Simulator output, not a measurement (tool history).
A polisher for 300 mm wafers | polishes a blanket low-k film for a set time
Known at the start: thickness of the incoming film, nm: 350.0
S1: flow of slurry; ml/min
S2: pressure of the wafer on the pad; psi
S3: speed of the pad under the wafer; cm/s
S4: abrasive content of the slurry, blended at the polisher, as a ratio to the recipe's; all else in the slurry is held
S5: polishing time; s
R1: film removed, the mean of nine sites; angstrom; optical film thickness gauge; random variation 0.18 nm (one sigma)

| run | hour | S1 | S2 | S3 | S4 | S5 | R1 |
|---|---|---|---|---|---|---|---|
| 1 | 0 | 265 | 1.8 | 78 | 1 | 110 | 253.48 |
| 2 | 1.2 | 260 | 1.7 | 78 | 1 | 110 | 246.96 |
| 3 | 7.8 | 260 | 1.6 | 78 | 1 | 110 | 234.18 |
| 4 | 13.8 | 260 | 1.6 | 88 | 1 | 110 | 257.99 |
| 5 | 15.4 | 260 | 1.9 | 88 | 1 | 110 | 285.99 |
| 6 | 20.5 | 260 | 1.9 | 88 | 1 | 116 | 303.16 |
| 7 | 26.6 | 250 | 1.4 | 86 | 1 | 116 | 244.61 |
| 8 | 30.2 | 245 | 1.3 | 86 | 1 | 116 | 229.96 |
| 9 | 36.3 | 235 | 1.3 | 86 | 1 | 116 | 231.34 |
|  | 44.6 | conditioning disc replaced and pad reconditioned |
| 10 | 44.6 | 230 | 1.3 | 86 | 1 | 116 | 263.98 |
| 11 | 52.7 | 235 | 1.3 | 86 | 1 | 116 | 261.54 |
| 12 | 53.6 | 240 | 1.3 | 86 | 1 | 116 | 266.11 |

Forecast run 13:
| 13 | 59.1 | 255 | 1.3 | 86 | 1 | 116 | ? |

Run 13 gave R1 266.85 angstrom.
